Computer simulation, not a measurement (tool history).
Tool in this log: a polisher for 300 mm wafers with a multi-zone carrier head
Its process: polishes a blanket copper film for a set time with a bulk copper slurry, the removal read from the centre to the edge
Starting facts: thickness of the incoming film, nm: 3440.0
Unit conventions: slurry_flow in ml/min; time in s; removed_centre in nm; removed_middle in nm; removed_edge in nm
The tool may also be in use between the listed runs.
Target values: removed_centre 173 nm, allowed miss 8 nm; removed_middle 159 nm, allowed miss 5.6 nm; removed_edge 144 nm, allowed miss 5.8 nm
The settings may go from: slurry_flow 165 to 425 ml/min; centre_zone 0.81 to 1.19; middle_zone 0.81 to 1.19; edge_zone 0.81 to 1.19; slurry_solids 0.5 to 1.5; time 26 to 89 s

| run | hour | slurry_flow | centre_zone | middle_zone | edge_zone | slurry_solids | time | removed_centre | removed_middle | removed_edge |
|---|---|---|---|---|---|---|---|---|---|---|
| 1 | 0 | 275 | 1 | 1 | 1 | 1 | 57 | 231.09 | 239.84 | 245.24 |
| 2 | 3.8 | 275 | 1 | 1 | 1 | 1 | 47 | 200.09 | 196.99 | 201.31 |
| 3 | 8 | 280 | 1.02 | 1.02 | 0.96 | 0.85 | 44 | 182.2 | 179.79 | 176.08 |
| 4 | 10.8 | 280 | 1.05 | 1.02 | 0.92 | 0.75 | 43 | 175.55 | 167.76 | 162.91 |
| 5 | 14.5 | 280 | 1.07 | 1.03 | 0.88 | 0.7 | 43 | 174.87 | 168.05 | 159.55 |
| 6 | 17.5 | 280 | 1.07 | 1.03 | 0.92 | 0.7 | 43 | 176.07 | 168.71 | 161.18 |
| 7 | 23.7 | 280 | 1.09 | 1.04 | 0.89 | 0.65 | 43 | 172.86 | 163.12 | 152.29 |
| 8 | 27.5 | 280 | 1.1 | 1.05 | 0.88 | 0.65 | 43 | 176.64 | 166.06 | 150.97 |
| 9 | 34.1 | 275 | 1.11 | 1.05 | 0.87 | 0.65 | 43 | 177.81 | 167.45 | 151.48 |

Next run, 4 choices. One meets every target within its allowed miss, the rest don't. Which?
| A | 40.7 | 350 | 1.11 | 1.02 | 0.81 | 0.55 | 43 | ? | ? | ? |
| B | 40.7 | 330 | 1.19 | 1.03 | 0.81 | 0.65 | 38 | ? | ? | ? |
| C | 40.7 | 375 | 1.16 | 0.91 | 0.97 | 0.55 | 45 | ? | ? | ? |
| D | 40.7 | 310 | 1 | 1.12 | 0.9 | 0.7 | 45 | ? | ? | ? |

| move | removed_centre | removed_middle | removed_edge |
|---|---|---|---|
| A | 171.78 | 154.61 | 145.26 |
| B | 170.31 | 144.03 | 134.44 |
| C | 188.76 | 148.4 | 163.4 |
| D | 172.15 | 185.81 | 168.22 |
A: every result lands within tolerance
B: pushes the last run's worst result past its target
C: pushes the last run's worst result past its target
D: its largest miss is bigger than the last run's
A is the move that brings every result within its allowed miss.
